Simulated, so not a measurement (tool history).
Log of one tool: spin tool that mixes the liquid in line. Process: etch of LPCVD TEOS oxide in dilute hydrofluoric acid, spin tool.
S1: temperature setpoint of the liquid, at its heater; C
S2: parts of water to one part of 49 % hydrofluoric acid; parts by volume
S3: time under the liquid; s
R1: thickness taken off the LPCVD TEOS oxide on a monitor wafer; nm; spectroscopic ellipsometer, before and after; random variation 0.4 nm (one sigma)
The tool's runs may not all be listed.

{"run": 1, "day": 0.0, "S1": 22.0, "S2": 190, "S3": 275, "R1": 30.216}
{"run": 2, "day": 0.175, "S1": 23.0, "S2": 180, "S3": 275, "R1": 33.649}
{"run": 3, "day": 0.225, "S1": 19.5, "S2": 180, "S3": 275, "R1": 29.502}
{"run": 4, "day": 0.504, "S1": 19.5, "S2": 120, "S3": 275, "R1": 46.545}
{"run": 5, "day": 0.612, "S1": 20.5, "S2": 120, "S3": 275, "R1": 48.558}
{"run": 6, "day": 0.683, "S1": 20.5, "S2": 120, "S3": 300, "R1": 53.481}
{"run": 7, "day": 0.829, "S1": 21.0, "S2": 120, "S3": 300, "R1": 53.79}

The next listed run, before its measurement:
{"run": 8, "day": 0.983, "S1": 22.0, "S2": 120, "S3": 300, "R1": "?"}

Run 8 gave R1 56.603 nm.
